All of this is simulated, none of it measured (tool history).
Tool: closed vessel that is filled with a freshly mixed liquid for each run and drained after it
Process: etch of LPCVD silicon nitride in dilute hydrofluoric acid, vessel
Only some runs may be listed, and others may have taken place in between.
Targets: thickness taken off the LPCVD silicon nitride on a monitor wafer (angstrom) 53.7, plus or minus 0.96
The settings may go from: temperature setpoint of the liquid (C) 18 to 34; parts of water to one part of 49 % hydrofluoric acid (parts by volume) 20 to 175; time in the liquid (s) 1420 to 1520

run  hour  temperature setpoint of the liquid (C)  parts of water to one part of 49 % hydrofluoric acid (parts by volume)  time in the liquid (s)  thickness taken off the LPCVD silicon nitride on a monitor wafer (angstrom)
  1     0                                      26                                                                      95                    1420                                                                       90.388
  2   7.6                                      26                                                                      95                    1520                                                                       96.576
  3  10.6                                    23.5                                                                      95                    1520                                                                       82.265
  4  18.6                                    23.5                                                                     130                    1520                                                                       60.507
  5  24.3                                      23                                                                     130                    1520                                                                       58.267
  6  29.2                                      25                                                                     130                    1520                                                                       65.949
  7    32                                    24.5                                                                     130                    1520                                                                       64.133
  8  38.2                                      24                                                                     130                    1520                                                                       61.936
  9  45.7                                    23.5                                                                     130                    1520                                                                       59.822
 10  54.7                                      23                                                                     130                    1520                                                                       57.758
 11    60                                    21.5                                                                     130                    1520                                                                       52.707

Consider the 5 candidate settings below. Which is the only one whose results all fall within their allowed miss of target?
  A  65.3                                      20                                                                     115                    1470                                                                            ?
  B  65.3                                    23.5                                                                     145                    1445                                                                            ?
  C  65.3                                    22.5                                                                     140                    1500                                                                            ?
  D  65.3                                    24.5                                                                     160                    1500                                                                            ?
  E  65.3                                      24                                                                     150                    1505                                                                            ?

move  thickness taken off the LPCVD silicon nitride on a monitor wafer (angstrom)
   A                                                                       52.202
   B                                                                       51.556
   C                                                                       51.901
   D                                                                       51.784
   E                                                                       53.636
A: lands further from the targets than the last run did
B: lands further from the targets than the last run did
C: lands further from the targets than the last run did
D: lands further from the targets than the last run did
E: hits every target within its allowed miss
So the answer is move E, the one that meets all the targets.
